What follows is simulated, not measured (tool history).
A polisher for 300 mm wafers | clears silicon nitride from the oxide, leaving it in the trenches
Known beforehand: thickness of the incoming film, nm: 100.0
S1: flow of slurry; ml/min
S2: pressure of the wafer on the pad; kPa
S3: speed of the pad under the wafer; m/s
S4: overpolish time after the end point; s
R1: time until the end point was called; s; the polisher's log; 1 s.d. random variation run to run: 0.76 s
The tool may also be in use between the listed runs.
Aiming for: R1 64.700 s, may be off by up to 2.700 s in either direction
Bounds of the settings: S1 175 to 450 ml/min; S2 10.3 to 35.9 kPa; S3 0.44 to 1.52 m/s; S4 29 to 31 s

run	hour	S1	S2	S3	S4	R1
1	0.0	290	22.8	0.98	29	114.360
2	4.3	290	24.1	0.98	29	107.380
3	13.0	290	24.1	0.98	29	105.240
4	21.0	290	24.1	0.80	29	123.120
5	29.4	290	25.5	0.82	29	117.090
6	30.5	290	26.9	0.84	29	108.250
7	38.9	295	33.8	1.00	29	74.248
8	42.8	295	35.2	1.04	29	69.836

Which single option among these 4 for the next run brings every result within its allowed miss of target? Just one does.
A	46.7	300	35.9	1.22	29	?
B	46.7	325	35.9	1.08	29	?
C	46.7	265	33.8	1.02	31	?
D	46.7	340	30.3	1.06	31	?

move	R1
A	59.559
B	65.574
C	74.421
D	78.145
A: the result that was furthest off in the last run now lies on the other side of its target
B: all results land within tolerance of their targets
C: misses by more than the last run did
D: misses by more than the last run did
So the answer is move B, the one that meets all the targets.
